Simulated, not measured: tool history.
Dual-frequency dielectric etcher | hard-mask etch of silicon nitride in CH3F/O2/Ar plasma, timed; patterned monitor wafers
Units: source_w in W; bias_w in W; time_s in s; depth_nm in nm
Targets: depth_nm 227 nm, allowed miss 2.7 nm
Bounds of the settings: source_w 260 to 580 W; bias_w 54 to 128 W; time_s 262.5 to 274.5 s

run 1 day=0 | source_w=420 bias_w=91 time_s=262.5 | depth_nm=204.36
run 2 day=0.354 | source_w=420 bias_w=102 time_s=262.5 | depth_nm=217.6
run 3 day=0.404 | source_w=420 bias_w=102 time_s=262.5 | depth_nm=217.18
run 4 day=0.479 | source_w=430 bias_w=102 time_s=262.5 | depth_nm=219.14
run 5 day=0.8 | source_w=360 bias_w=102 time_s=262.5 | depth_nm=199.33
run 6 day=0.838 | source_w=390 bias_w=102 time_s=262.5 | depth_nm=209.13
run 7 day=0.875 | source_w=410 bias_w=102 time_s=262.5 | depth_nm=215
run 8 day=1.058 | source_w=420 bias_w=102 time_s=262.5 | depth_nm=216.19
run 9 day=1.362 | source_w=430 bias_w=102 time_s=262.5 | depth_nm=219.75
-- day=1.567 source power generator calibrated
run 10 day=1.567 | source_w=440 bias_w=102 time_s=262.5 | depth_nm=219.79
run 11 day=1.846 | source_w=450 bias_w=102 time_s=262.5 | depth_nm=220.6

4 next moves are on the table. One of them brings every result within its allowed miss. Which?
run A day=2.125 | source_w=470 bias_w=89 time_s=271 | depth_nm=?
run B day=2.125 | source_w=440 bias_w=94 time_s=270 | depth_nm=?
run C day=2.125 | source_w=470 bias_w=98 time_s=269.5 | depth_nm=?
run D day=2.125 | source_w=500 bias_w=100 time_s=266 | depth_nm=?

move=A depth_nm=220.4
move=B depth_nm=218.21
move=C depth_nm=229.4
move=D depth_nm=235.44
A: as far off as the last run
B: further off than the last run
C: meets every target
D: takes the result that was furthest off past its target
Answer: C
